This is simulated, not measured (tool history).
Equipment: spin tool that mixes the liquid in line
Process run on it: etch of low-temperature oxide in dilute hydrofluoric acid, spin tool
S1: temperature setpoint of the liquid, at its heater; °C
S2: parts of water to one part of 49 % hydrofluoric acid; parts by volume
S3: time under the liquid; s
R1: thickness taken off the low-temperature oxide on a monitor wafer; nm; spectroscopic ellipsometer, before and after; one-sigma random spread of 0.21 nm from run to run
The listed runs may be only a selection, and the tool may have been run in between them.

run	day	S1	S2	S3	R1
1	0.000	20.0	100	50	15.485
2	0.200	20.0	100	50	15.366
3	0.496	21.0	100	50	16.159
4	0.683	21.0	100	55	17.666
5	0.758	21.0	100	55	17.957
6	1.083	22.0	100	55	18.929
7	1.446	22.5	100	55	19.080

For run 8, what comes out?
8	1.729	23.0	100	55	?

{"run 8": {"R1": 19.372}}
